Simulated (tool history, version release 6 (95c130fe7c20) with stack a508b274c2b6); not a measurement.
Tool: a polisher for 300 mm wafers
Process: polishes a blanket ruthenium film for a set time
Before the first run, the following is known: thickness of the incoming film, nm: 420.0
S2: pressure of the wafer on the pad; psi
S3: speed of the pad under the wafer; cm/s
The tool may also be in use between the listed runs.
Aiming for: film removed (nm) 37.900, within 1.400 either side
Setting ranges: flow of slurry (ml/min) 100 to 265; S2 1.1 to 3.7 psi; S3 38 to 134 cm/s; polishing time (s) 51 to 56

run 1 day=0.000 | flow_of_slurry_(ml/min)=170 S2=2.4 S3=86 polishing_time_(s)=56 | film_removed_(nm)=66.293
run 2 day=0.342 | flow_of_slurry_(ml/min)=200 S2=2.4 S3=86 polishing_time_(s)=56 | film_removed_(nm)=70.396
run 3 day=0.633 | flow_of_slurry_(ml/min)=200 S2=2.4 S3=86 polishing_time_(s)=51 | film_removed_(nm)=64.120
run 4 day=0.946 | flow_of_slurry_(ml/min)=200 S2=2.1 S3=86 polishing_time_(s)=51 | film_removed_(nm)=55.067
run 5 day=1.162 | flow_of_slurry_(ml/min)=200 S2=2.6 S3=86 polishing_time_(s)=51 | film_removed_(nm)=68.559
run 6 day=1.304 | flow_of_slurry_(ml/min)=190 S2=2.2 S3=86 polishing_time_(s)=51 | film_removed_(nm)=58.545
run 7 day=1.458 | flow_of_slurry_(ml/min)=185 S2=1.6 S3=84 polishing_time_(s)=51 | film_removed_(nm)=42.113
run 8 day=1.721 | flow_of_slurry_(ml/min)=165 S2=1.4 S3=84 polishing_time_(s)=51 | film_removed_(nm)=35.918
run 9 day=1.942 | flow_of_slurry_(ml/min)=165 S2=1.4 S3=84 polishing_time_(s)=51 | film_removed_(nm)=36.132
run 10 day=2.071 | flow_of_slurry_(ml/min)=170 S2=1.4 S3=84 polishing_time_(s)=51 | film_removed_(nm)=36.217
run 11 day=2.183 | flow_of_slurry_(ml/min)=175 S2=1.4 S3=84 polishing_time_(s)=51 | film_removed_(nm)=36.364

Which one of the following 5 next-run settings gets every result inside its allowed miss? There is exactly one.
run A day=2.296 | flow_of_slurry_(ml/min)=205 S2=1.2 S3=98 polishing_time_(s)=53 | film_removed_(nm)=?
run B day=2.296 | flow_of_slurry_(ml/min)=140 S2=1.2 S3=94 polishing_time_(s)=51 | film_removed_(nm)=?
run C day=2.296 | flow_of_slurry_(ml/min)=170 S2=1.3 S3=86 polishing_time_(s)=51 | film_removed_(nm)=?
run D day=2.296 | flow_of_slurry_(ml/min)=200 S2=1.1 S3=98 polishing_time_(s)=52 | film_removed_(nm)=?
run E day=2.296 | flow_of_slurry_(ml/min)=205 S2=1.3 S3=78 polishing_time_(s)=54 | film_removed_(nm)=?

move=A film_removed_(nm)=38.055
move=B film_removed_(nm)=33.171
move=C film_removed_(nm)=34.377
move=D film_removed_(nm)=34.291
move=E film_removed_(nm)=34.505
A: meets every target
B: its largest miss is bigger than the last run's
C: its largest miss is bigger than the last run's
D: its largest miss is bigger than the last run's
E: its largest miss is bigger than the last run's
Correct choice: A, which meets every target

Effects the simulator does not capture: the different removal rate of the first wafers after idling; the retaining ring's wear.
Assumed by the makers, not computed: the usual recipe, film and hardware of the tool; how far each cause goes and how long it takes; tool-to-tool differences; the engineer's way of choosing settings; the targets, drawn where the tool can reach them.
